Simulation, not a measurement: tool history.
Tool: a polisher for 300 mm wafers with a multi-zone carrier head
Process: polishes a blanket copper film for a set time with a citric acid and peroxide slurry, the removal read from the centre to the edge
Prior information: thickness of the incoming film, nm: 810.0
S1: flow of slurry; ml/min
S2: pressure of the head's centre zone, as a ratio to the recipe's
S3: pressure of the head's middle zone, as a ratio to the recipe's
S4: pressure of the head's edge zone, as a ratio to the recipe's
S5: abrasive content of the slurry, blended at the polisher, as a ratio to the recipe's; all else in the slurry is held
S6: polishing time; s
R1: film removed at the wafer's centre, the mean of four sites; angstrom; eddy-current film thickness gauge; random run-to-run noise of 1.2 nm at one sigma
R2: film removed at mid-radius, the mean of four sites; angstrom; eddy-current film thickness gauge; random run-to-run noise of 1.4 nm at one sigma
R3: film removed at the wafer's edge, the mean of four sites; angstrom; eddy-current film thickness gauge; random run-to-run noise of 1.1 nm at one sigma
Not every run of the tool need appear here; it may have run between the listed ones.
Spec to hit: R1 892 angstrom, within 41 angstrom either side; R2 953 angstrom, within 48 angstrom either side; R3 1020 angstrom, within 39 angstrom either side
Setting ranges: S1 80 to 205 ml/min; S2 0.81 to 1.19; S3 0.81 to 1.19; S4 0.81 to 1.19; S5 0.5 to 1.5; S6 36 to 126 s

run 1 hour=0 | S1=135 S2=1 S3=1 S4=1 S5=1 S6=81 | R1=1282.7 R2=1286.3 R3=1282.7
run 2 hour=8 | S1=135 S2=1 S3=0.94 S4=1 S5=1 S6=81 | R1=1274.7 R2=1242.1 R3=1270
run 3 hour=16.5 | S1=135 S2=1 S3=0.94 S4=0.94 S5=1 S6=81 | R1=1284.9 R2=1260.7 R3=1234.6
run 4 hour=21.8 | S1=135 S2=1.05 S3=0.94 S4=0.94 S5=1 S6=81 | R1=1368.1 R2=1253.8 R3=1225.2
run 5 hour=29.5 | S1=135 S2=1.05 S3=0.94 S4=0.94 S5=0.95 S6=81 | R1=1321.8 R2=1206.2 R3=1237.8
run 6 hour=36.6 | S1=155 S2=1.05 S3=0.94 S4=0.94 S5=0.95 S6=81 | R1=1373.3 R2=1266.4 R3=1228.4
run 7 hour=44.4 | S1=150 S2=1.01 S3=0.93 S4=0.94 S5=0.85 S6=79 | R1=1270.3 R2=1155.5 R3=1185.4
run 8 hour=52.2 | S1=145 S2=0.96 S3=0.94 S4=0.93 S5=0.8 S6=77 | R1=1114.2 R2=1143.2 R3=1115
run 9 hour=58.7 | S1=135 S2=0.94 S3=0.92 S4=0.93 S5=0.75 S6=77 | R1=1043.5 R2=1083.8 R3=1059.8
run 10 hour=64.9 | S1=125 S2=0.93 S3=0.9 S4=0.95 S5=0.75 S6=77 | R1=1021.1 R2=1057.3 R3=1090.7
run 11 hour=71.2 | S1=120 S2=0.92 S3=0.89 S4=0.95 S5=0.7 S6=77 | R1=1003.1 R2=1017.1 R3=1059
run 12 hour=77 | S1=115 S2=0.9 S3=0.88 S4=0.95 S5=0.7 S6=77 | R1=963.64 R2=984.13 R3=1043

Which one of the following 4 next-run settings gets every result inside its allowed miss? There is exactly one.
run A hour=82.8 | S1=105 S2=0.88 S3=0.95 S4=0.85 S5=0.6 S6=84 | R1=? R2=? R3=?
run B hour=82.8 | S1=110 S2=0.91 S3=0.83 S4=1 S5=0.75 S6=79 | R1=? R2=? R3=?
run C hour=82.8 | S1=95 S2=0.91 S3=0.93 S4=1.01 S5=0.65 S6=77 | R1=? R2=? R3=?
run D hour=82.8 | S1=100 S2=0.87 S3=1 S4=0.83 S5=0.85 S6=75 | R1=? R2=? R3=?

move=A R1=952.63 R2=1071.7 R3=1028.3
move=B R1=998.25 R2=975 R3=1119.8
move=C R1=894.4 R2=960.31 R3=1025.4
move=D R1=910.71 R2=1081.8 R3=989.25
A: further off than the last run
B: further off than the last run
C: hits every target within its allowed miss
D: the furthest-off result lands on target, but another misses its tolerance
C meets every target.

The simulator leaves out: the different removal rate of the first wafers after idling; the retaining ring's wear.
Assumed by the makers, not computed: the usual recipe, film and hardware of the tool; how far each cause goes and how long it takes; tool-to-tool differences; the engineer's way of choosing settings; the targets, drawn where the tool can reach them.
